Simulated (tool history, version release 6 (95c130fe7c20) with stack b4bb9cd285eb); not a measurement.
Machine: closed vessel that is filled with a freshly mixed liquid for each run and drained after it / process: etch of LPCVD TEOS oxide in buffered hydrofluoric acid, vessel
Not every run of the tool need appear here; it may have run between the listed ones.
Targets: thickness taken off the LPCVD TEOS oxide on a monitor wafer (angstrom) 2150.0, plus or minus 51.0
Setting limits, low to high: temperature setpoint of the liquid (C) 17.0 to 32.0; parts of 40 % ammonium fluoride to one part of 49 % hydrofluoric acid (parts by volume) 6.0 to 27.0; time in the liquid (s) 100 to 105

| run | day | temperature setpoint of the liquid (C) | parts of 40 % ammonium fluoride to one part of 49 % hydrofluoric acid (parts by volume) | time in the liquid (s) | thickness taken off the LPCVD TEOS oxide on a monitor wafer (angstrom) |
|---|---|---|---|---|---|
| 1 | 0.000 | 24.0 | 16.5 | 100 | 1761.8 |
| 2 | 0.325 | 24.0 | 16.5 | 100 | 1741.3 |
| 3 | 0.462 | 22.5 | 16.5 | 100 | 1590.7 |
| 4 | 0.825 | 23.0 | 16.5 | 100 | 1652.4 |
| 5 | 1.017 | 23.5 | 16.5 | 100 | 1687.6 |
| 6 | 1.096 | 24.0 | 16.5 | 100 | 1755.2 |
| 7 | 1.346 | 24.5 | 16.5 | 100 | 1789.8 |
| 8 | 1.533 | 25.0 | 16.5 | 100 | 1839.4 |
| 9 | 1.658 | 25.5 | 16.5 | 100 | 1893.0 |

Below are 5 possible settings for the next run. Only one of them brings all results inside the allowed miss of their targets. Which is it?
| A | 1.783 | 26.5 | 17.0 | 105 | ? |
| B | 1.783 | 25.0 | 14.0 | 100 | ? |
| C | 1.783 | 26.5 | 14.5 | 100 | ? |
| D | 1.783 | 27.5 | 16.0 | 105 | ? |
| E | 1.783 | 24.0 | 14.5 | 100 | ? |

| move | thickness taken off the LPCVD TEOS oxide on a monitor wafer (angstrom) |
|---|---|
| A | 2031.9 |
| B | 2159.6 |
| C | 2262.5 |
| D | 2275.5 |
| E | 1975.9 |
A: moves toward the targets from the last run without getting all of them in spec
B: meets every target
C: takes the biggest miss from the last run beyond its target
D: takes the biggest miss from the last run beyond its target
E: moves toward the targets from the last run without getting all of them in spec
Answer: B
